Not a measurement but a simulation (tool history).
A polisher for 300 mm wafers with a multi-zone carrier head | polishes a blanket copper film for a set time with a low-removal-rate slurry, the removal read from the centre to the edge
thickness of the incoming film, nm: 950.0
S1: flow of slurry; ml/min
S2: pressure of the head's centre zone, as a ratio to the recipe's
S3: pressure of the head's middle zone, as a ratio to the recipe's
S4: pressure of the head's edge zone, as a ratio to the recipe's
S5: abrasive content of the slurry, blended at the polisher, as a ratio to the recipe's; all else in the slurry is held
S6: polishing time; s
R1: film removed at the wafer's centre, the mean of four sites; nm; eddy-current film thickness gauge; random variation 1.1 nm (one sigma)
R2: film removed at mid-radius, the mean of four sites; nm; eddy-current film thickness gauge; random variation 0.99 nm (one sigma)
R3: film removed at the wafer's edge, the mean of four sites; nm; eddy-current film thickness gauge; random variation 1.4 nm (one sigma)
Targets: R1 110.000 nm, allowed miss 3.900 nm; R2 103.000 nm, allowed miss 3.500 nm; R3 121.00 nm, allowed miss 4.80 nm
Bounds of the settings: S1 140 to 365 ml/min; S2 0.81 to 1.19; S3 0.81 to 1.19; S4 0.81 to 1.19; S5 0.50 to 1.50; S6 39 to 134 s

run    day   S1    S2    S3    S4    S5  S6       R1       R2      R3
  1  0.000  235  1.00  1.00  1.00  1.00  86  182.250  186.550  187.44
  2  0.292  225  0.98  0.96  0.99  0.90  79  159.750  159.020  166.01
  3  0.604  225  1.04  0.96  0.99  0.90  79  171.520  162.070  164.75
  4  0.917  225  1.04  0.89  0.99  0.90  79  168.840  153.140  167.75
  5  1.212  215  1.01  0.87  0.98  0.80  75  152.670  139.880  154.43
  6  1.312  210  0.99  0.86  0.98  0.75  71  138.520  129.080  147.80
  7  1.658  200  0.96  0.82  0.88  0.50  59  103.730   97.743  104.53
  8  1.733  210  0.96  0.82  0.91  0.50  59  102.470   98.850  108.09
  9  1.867  215  0.97  0.82  0.94  0.50  59  104.880   98.447  112.82

Which of these 4 next moves meets every target?
  A  2.000  200  1.04  0.81  0.91  0.55  55   ?   ?   ?
  B  2.000  170  0.99  0.87  0.92  0.50  57   ?   ?   ?
  C  2.000  175  1.09  0.81  1.09  0.70  55   ?   ?   ?
  D  2.000  170  0.97  0.83  0.99  0.55  63   ?   ?   ?

move       R1       R2      R3
   A  104.670   91.228  101.15
   B   98.408   95.055  101.49
   C  111.140   92.603  112.78
   D  108.120  103.180  117.91
A: further off than the last run
B: further off than the last run
C: further off than the last run
D: meets every target
Move D is the one to make.
